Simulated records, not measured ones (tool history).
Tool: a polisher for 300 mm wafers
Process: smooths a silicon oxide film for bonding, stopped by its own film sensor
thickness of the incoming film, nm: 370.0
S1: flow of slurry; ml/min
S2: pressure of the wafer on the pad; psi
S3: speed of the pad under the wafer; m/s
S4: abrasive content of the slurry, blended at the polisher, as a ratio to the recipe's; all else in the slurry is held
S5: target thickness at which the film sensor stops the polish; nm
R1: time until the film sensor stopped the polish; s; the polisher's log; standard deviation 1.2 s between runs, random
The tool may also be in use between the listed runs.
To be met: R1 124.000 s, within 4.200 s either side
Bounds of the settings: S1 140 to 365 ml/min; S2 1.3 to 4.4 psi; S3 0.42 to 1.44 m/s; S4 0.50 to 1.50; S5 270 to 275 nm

run 1 hour=0.0 | S1=235 S2=2.8 S3=0.92 S4=1.00 S5=275 | R1=87.599
run 2 hour=1.7 | S1=235 S2=2.5 S3=0.92 S4=1.00 S5=275 | R1=100.070
run 3 hour=6.3 | S1=235 S2=1.8 S3=0.92 S4=1.00 S5=275 | R1=130.920
run 4 hour=7.5 | S1=235 S2=1.8 S3=0.76 S4=1.00 S5=275 | R1=156.630
run 5 hour=9.7 | S1=235 S2=2.0 S3=0.76 S4=1.00 S5=275 | R1=143.570
run 6 hour=16.4 | S1=235 S2=2.0 S3=0.76 S4=1.00 S5=270 | R1=147.540
run 7 hour=22.4 | S1=235 S2=2.1 S3=0.76 S4=1.00 S5=270 | R1=141.170
run 8 hour=28.4 | S1=235 S2=2.2 S3=0.76 S4=1.00 S5=270 | R1=135.440
run 9 hour=33.5 | S1=235 S2=2.3 S3=0.76 S4=1.00 S5=270 | R1=130.610

Which one of the following 5 next-run settings gets every result inside its allowed miss? There is exactly one.
run A hour=38.6 | S1=155 S2=2.2 S3=0.78 S4=1.05 S5=270 | R1=?
run B hour=38.6 | S1=220 S2=2.2 S3=0.70 S4=1.10 S5=274 | R1=?
run C hour=38.6 | S1=280 S2=2.4 S3=0.72 S4=0.80 S5=273 | R1=?
run D hour=38.6 | S1=185 S2=2.0 S3=0.88 S4=1.10 S5=275 | R1=?
run E hour=38.6 | S1=295 S2=2.3 S3=0.68 S4=1.00 S5=275 | R1=?

move=A R1=134.820
move=B R1=135.270
move=C R1=131.820
move=D R1=123.900
move=E R1=131.860
A: the biggest miss grows against the last run
B: the biggest miss grows against the last run
C: the biggest miss grows against the last run
D: every result lands within tolerance
E: the biggest miss grows against the last run
D is the move that brings every result within its allowed miss.

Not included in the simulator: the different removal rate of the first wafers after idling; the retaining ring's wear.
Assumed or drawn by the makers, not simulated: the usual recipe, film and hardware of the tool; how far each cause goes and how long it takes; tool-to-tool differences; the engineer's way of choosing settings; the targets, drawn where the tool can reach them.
